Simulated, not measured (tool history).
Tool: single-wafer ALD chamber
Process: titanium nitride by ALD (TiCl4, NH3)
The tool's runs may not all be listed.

| run | day | heater temperature setpoint (deg C) | number of ALD cycles (cycles) | NH3 pulse time (s) | mean film thickness on the monitor wafer (angstrom) |
|---|---|---|---|---|---|
| 1 | 0.000 | 415 | 90 | 1.98 | 19.460 |
| 2 | 0.042 | 415 | 90 | 1.98 | 19.425 |
| 3 | 0.179 | 415 | 90 | 1.98 | 19.257 |
| 4 | 0.238 | 414 | 90 | 1.84 | 19.377 |
| 5 | 0.308 | 414 | 90 | 2.08 | 19.257 |
| 6 | 0.683 | 414 | 90 | 1.59 | 19.240 |

The next listed run, before its measurement:
| 7 | 0.771 | 412 | 90 | 1.49 | ? |

mean film thickness on the monitor wafer (angstrom): 19.014
